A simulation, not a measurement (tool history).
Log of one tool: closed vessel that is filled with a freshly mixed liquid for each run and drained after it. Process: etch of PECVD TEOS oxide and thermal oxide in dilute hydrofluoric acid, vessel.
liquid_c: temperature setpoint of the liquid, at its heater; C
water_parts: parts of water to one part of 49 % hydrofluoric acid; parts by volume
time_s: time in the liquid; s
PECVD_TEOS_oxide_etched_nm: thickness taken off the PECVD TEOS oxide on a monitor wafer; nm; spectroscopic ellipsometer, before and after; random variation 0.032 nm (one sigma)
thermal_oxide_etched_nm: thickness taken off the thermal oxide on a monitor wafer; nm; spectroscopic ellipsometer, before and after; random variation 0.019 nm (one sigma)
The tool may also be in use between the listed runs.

run,hour,liquid_c,water_parts,time_s,PECVD_TEOS_oxide_etched_nm,thermal_oxide_etched_nm
1,0.0,22.0,250,140,4.8351,2.0550
2,4.0,22.0,250,180,6.2190,2.6571
3,9.5,21.0,265,180,5.5387,2.4231
4,18.1,18.5,265,180,5.0568,2.1485
5,23.5,18.0,275,180,4.7863,2.0576
6,25.8,17.0,275,180,4.5508,1.9451
7,30.2,17.0,280,180,4.4441,1.9481
8,38.9,17.0,285,180,4.4697,1.9053
9,42.4,17.0,290,180,4.2486,1.8573

Run 10 comes next. What will it give?
10,50.7,17.0,295,175,?,?

Run 10 gave PECVD_TEOS_oxide_etched_nm 4.1111 nm, thermal_oxide_etched_nm 1.7498 nm.
